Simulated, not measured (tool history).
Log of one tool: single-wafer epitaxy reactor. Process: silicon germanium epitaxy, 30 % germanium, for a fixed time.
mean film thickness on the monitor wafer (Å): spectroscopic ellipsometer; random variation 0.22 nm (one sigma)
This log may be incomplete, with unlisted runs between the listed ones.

run	hour	wafer temperature setpoint (pyrometer-controlled) (K)	chamber pressure (Pa)	mean film thickness on the monitor wafer (Å)
1	0.0	858.15	2853	510.57
2	7.7	861.15	2866	546.31
3	9.6	855.15	2866	479.33
4	14.5	847.15	2866	403.62
5	17.5	853.15	2880	460.08
6	25.3	846.15	2880	394.31
7	32.5	852.15	2893	451.61

Run 8 has not been measured yet. What should we expect?
8	36.9	856.15	2906	?

Run 8 measured mean film thickness on the monitor wafer (Å) 492.64.

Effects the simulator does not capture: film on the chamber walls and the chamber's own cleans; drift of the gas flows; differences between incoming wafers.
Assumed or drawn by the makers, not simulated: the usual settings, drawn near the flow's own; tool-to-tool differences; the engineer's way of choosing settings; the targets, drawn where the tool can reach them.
